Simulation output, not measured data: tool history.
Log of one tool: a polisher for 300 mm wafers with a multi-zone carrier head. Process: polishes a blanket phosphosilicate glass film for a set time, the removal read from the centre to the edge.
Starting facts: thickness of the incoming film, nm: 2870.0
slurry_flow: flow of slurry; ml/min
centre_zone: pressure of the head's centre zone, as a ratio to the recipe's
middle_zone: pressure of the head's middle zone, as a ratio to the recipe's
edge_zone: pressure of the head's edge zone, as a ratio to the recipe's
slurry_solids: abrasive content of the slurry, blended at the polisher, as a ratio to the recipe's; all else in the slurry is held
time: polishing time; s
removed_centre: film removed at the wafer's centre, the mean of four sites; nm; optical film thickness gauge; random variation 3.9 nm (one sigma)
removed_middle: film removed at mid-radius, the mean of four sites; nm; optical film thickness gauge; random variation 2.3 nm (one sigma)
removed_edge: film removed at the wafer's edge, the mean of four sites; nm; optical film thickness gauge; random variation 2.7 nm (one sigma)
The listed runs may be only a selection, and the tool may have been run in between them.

| run | hour | slurry_flow | centre_zone | middle_zone | edge_zone | slurry_solids | time | removed_centre | removed_middle | removed_edge |
|---|---|---|---|---|---|---|---|---|---|---|
| 1 | 0.0 | 180 | 1.00 | 1.00 | 1.00 | 1.0 | 42 | 447.55 | 447.85 | 454.32 |
| 2 | 8.0 | 175 | 0.99 | 0.98 | 0.97 | 1.0 | 42 | 436.39 | 444.96 | 441.49 |
| 3 | 9.9 | 170 | 0.99 | 0.95 | 0.96 | 1.0 | 42 | 435.79 | 429.07 | 444.07 |
| 4 | 13.8 | 170 | 0.99 | 0.91 | 0.96 | 1.0 | 42 | 436.64 | 412.44 | 445.88 |
| 5 | 16.8 | 165 | 0.99 | 0.90 | 0.94 | 1.0 | 42 | 432.27 | 407.99 | 434.22 |
| 6 | 21.8 | 165 | 1.06 | 0.90 | 0.94 | 1.0 | 42 | 467.14 | 408.44 | 440.48 |
| 7 | 29.3 | 160 | 1.04 | 0.89 | 0.92 | 1.0 | 42 | 462.89 | 405.16 | 430.33 |
| 8 | 31.0 | 160 | 1.04 | 0.89 | 0.92 | 1.0 | 42 | 460.70 | 405.93 | 429.31 |
| 9 | 36.2 | 155 | 1.02 | 0.88 | 0.91 | 1.0 | 42 | 443.54 | 396.51 | 432.15 |
| 10 | 44.3 | 155 | 1.01 | 0.88 | 0.90 | 1.0 | 42 | 438.93 | 399.50 | 429.97 |

Forecast run 11:
| 11 | 49.6 | 150 | 1.01 | 0.88 | 0.89 | 1.0 | 42 | ? | ? | ? |

removed_centre: 433.12 nm
removed_middle: 399.14 nm
removed_edge: 421.68 nm
